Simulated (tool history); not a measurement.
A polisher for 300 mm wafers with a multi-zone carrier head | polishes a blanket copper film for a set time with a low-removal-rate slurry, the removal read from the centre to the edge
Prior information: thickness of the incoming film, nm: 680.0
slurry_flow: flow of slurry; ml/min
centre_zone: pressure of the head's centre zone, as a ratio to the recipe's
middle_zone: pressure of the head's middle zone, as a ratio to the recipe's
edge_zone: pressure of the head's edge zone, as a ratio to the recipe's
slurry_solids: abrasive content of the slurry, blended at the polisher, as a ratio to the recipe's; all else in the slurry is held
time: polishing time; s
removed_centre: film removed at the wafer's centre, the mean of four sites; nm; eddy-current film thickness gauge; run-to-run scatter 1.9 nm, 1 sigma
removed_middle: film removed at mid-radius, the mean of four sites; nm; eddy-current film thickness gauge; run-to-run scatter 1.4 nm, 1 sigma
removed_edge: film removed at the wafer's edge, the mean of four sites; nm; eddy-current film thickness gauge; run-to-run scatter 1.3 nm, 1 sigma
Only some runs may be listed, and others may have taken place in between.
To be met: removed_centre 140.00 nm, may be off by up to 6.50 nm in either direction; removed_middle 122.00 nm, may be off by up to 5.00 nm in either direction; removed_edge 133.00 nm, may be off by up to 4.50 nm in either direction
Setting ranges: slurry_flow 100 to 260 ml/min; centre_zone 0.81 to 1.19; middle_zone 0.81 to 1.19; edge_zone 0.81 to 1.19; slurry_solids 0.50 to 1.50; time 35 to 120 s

Run 1, hour 0.0: slurry_flow 165 ml/min, centre_zone 1.00, middle_zone 1.00, edge_zone 1.00, slurry_solids 1.00, time 77 s. Result: removed_centre 232.88 nm, removed_middle 225.63 nm, removed_edge 230.98 nm.
Run 2, hour 4.5: slurry_flow 165 ml/min, centre_zone 1.00, middle_zone 1.00, edge_zone 0.93, slurry_solids 1.00, time 77 s. Result: removed_centre 230.87 nm, removed_middle 223.50 nm, removed_edge 222.58 nm.
Run 3, hour 11.3: slurry_flow 160 ml/min, centre_zone 1.00, middle_zone 0.98, edge_zone 0.92, slurry_solids 0.90, time 72 s. Result: removed_centre 210.42 nm, removed_middle 199.59 nm, removed_edge 198.79 nm.
Run 4, hour 16.8: slurry_flow 160 ml/min, centre_zone 1.06, middle_zone 0.98, edge_zone 0.92, slurry_solids 0.90, time 72 s. Result: removed_centre 217.51 nm, removed_middle 200.63 nm, removed_edge 201.60 nm.
Run 5, hour 20.5: slurry_flow 155 ml/min, centre_zone 1.05, middle_zone 0.96, edge_zone 0.91, slurry_solids 0.85, time 69 s. Result: removed_centre 198.99 nm, removed_middle 188.66 nm, removed_edge 188.58 nm.
Run 6, hour 23.3: slurry_flow 155 ml/min, centre_zone 1.07, middle_zone 0.93, edge_zone 0.91, slurry_solids 0.80, time 65 s. Result: removed_centre 191.02 nm, removed_middle 167.77 nm, removed_edge 174.98 nm.
Run 7, hour 27.0: slurry_flow 150 ml/min, centre_zone 1.06, middle_zone 0.92, edge_zone 0.90, slurry_solids 0.75, time 63 s. Result: removed_centre 181.30 nm, removed_middle 155.99 nm, removed_edge 165.41 nm.
Run 8, hour 30.9: slurry_flow 145 ml/min, centre_zone 1.04, middle_zone 0.92, edge_zone 0.89, slurry_solids 0.70, time 62 s. Result: removed_centre 172.33 nm, removed_middle 152.07 nm, removed_edge 160.90 nm.
Run 9, hour 37.7: slurry_flow 145 ml/min, centre_zone 1.03, middle_zone 0.91, edge_zone 0.88, slurry_solids 0.65, time 61 s. Result: removed_centre 168.59 nm, removed_middle 147.72 nm, removed_edge 153.98 nm.
Run 10, hour 38.5: slurry_flow 140 ml/min, centre_zone 1.01, middle_zone 0.90, edge_zone 0.88, slurry_solids 0.60, time 60 s. Result: removed_centre 155.94 nm, removed_middle 140.06 nm, removed_edge 150.37 nm.
Run 11, hour 42.1: slurry_flow 140 ml/min, centre_zone 1.01, middle_zone 0.89, edge_zone 0.87, slurry_solids 0.60, time 59 s. Result: removed_centre 153.61 nm, removed_middle 136.24 nm, removed_edge 144.42 nm.

Consider the 5 candidate settings below. Which is the only one whose results all fall within their allowed miss of target?
Run A, hour 45.7: slurry_flow 200 ml/min, centre_zone 1.05, middle_zone 1.03, edge_zone 0.81, slurry_solids 0.65, time 55 s. Result: removed_centre ?, removed_middle ?, removed_edge ?.
Run B, hour 45.7: slurry_flow 130 ml/min, centre_zone 0.97, middle_zone 0.91, edge_zone 0.93, slurry_solids 0.65, time 60 s. Result: removed_centre ?, removed_middle ?, removed_edge ?.
Run C, hour 45.7: slurry_flow 110 ml/min, centre_zone 0.84, middle_zone 1.07, edge_zone 0.86, slurry_solids 0.80, time 62 s. Result: removed_centre ?, removed_middle ?, removed_edge ?.
Run D, hour 45.7: slurry_flow 160 ml/min, centre_zone 0.87, middle_zone 0.96, edge_zone 0.90, slurry_solids 0.55, time 63 s. Result: removed_centre ?, removed_middle ?, removed_edge ?.
Run E, hour 45.7: slurry_flow 120 ml/min, centre_zone 1.00, middle_zone 0.86, edge_zone 0.86, slurry_solids 0.50, time 57 s. Result: removed_centre ?, removed_middle ?, removed_edge ?.

move  removed_centre  removed_middle  removed_edge
   A          161.36          153.76        138.96
   B          150.69          140.94        152.70
   C          137.58          165.40        153.82
   D          146.86          155.90        157.59
   E          136.94          119.92        131.67
A: misses by more than the last run did
B: misses by more than the last run did
C: misses by more than the last run did
D: misses by more than the last run did
E: every result within its allowed miss
E meets every target.
